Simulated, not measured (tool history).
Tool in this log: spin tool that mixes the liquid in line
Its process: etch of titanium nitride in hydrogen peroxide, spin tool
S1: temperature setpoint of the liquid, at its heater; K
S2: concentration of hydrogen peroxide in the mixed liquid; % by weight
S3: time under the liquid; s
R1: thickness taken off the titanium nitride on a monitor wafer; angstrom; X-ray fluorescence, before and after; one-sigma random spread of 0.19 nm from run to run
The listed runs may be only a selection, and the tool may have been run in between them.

{"run": 1, "hour": 0.0, "S1": 316.15, "S2": 20.0, "S3": 315, "R1": 73.968}
{"run": 2, "hour": 6.4, "S1": 316.15, "S2": 20.0, "S3": 315, "R1": 72.868}
{"run": 3, "hour": 10.3, "S1": 310.15, "S2": 20.0, "S3": 315, "R1": 45.402}
{"run": 4, "hour": 14.9, "S1": 310.15, "S2": 20.0, "S3": 335, "R1": 48.329}
{"run": 5, "hour": 17.4, "S1": 314.15, "S2": 20.0, "S3": 335, "R1": 66.92}
{"run": 6, "hour": 18.7, "S1": 314.15, "S2": 20.0, "S3": 335, "R1": 67.395}
{"run": 7, "hour": 22.3, "S1": 317.65, "S2": 20.0, "S3": 335, "R1": 86.228}

Expected results for the next run?
{"hour": 30.3, "done": "heated supply line repaired"}
{"run": 8, "hour": 30.3, "S1": 320.65, "S2": 20.0, "S3": 335, "R1": "?"}

{"run 8": {"R1": 141.64}}
